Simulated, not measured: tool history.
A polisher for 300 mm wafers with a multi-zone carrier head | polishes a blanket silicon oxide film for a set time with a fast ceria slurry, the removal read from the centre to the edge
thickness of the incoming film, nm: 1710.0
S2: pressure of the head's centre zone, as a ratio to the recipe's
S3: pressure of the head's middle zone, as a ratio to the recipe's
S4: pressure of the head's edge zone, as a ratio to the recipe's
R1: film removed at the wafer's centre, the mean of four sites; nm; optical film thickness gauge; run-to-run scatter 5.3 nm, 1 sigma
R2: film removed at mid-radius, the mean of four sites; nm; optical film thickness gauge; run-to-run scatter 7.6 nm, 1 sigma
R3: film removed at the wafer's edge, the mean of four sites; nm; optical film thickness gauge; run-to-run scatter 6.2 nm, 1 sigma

Run 1, hour 0: flow of slurry (ml/min) 310, S2 1, S3 1, S4 1, polishing time (s) 33. Result: R1 580.22 nm, R2 578.15 nm, R3 596.64 nm.
Run 2, hour 2.4: flow of slurry (ml/min) 325, S2 0.99, S3 1.06, S4 1.04, polishing time (s) 35. Result: R1 618.34 nm, R2 640.43 nm, R3 654.96 nm.
Run 3, hour 6.3: flow of slurry (ml/min) 300, S2 0.99, S3 1.06, S4 1.04, polishing time (s) 35. Result: R1 613.56 nm, R2 647.37 nm, R3 636.58 nm.
Run 4, hour 10.9: flow of slurry (ml/min) 305, S2 0.97, S3 1.09, S4 1.07, polishing time (s) 37. Result: R1 625.84 nm, R2 695.99 nm, R3 689.35 nm.
Run 5, hour 18.5: flow of slurry (ml/min) 315, S2 0.97, S3 1.12, S4 1.08, polishing time (s) 38. Result: R1 653.68 nm, R2 734.16 nm, R3 718.07 nm.
Run 6, hour 21.7: flow of slurry (ml/min) 315, S2 0.97, S3 1.12, S4 1.04, polishing time (s) 38. Result: R1 646.5 nm, R2 725.61 nm, R3 701.55 nm.
Run 7, hour 22.4: flow of slurry (ml/min) 295, S2 0.97, S3 1.14, S4 1.07, polishing time (s) 39. Result: R1 662.27 nm, R2 750.62 nm, R3 713.33 nm.

The next listed run, before its measurement:
Run 8, hour 26.8: flow of slurry (ml/min) 315, S2 0.96, S3 1.16, S4 1.07, polishing time (s) 40. Result: R1 ?, R2 ?, R3 ?.

{"run 8": {"R1": 677.3, "R2": 786.24, "R3": 755.99}}
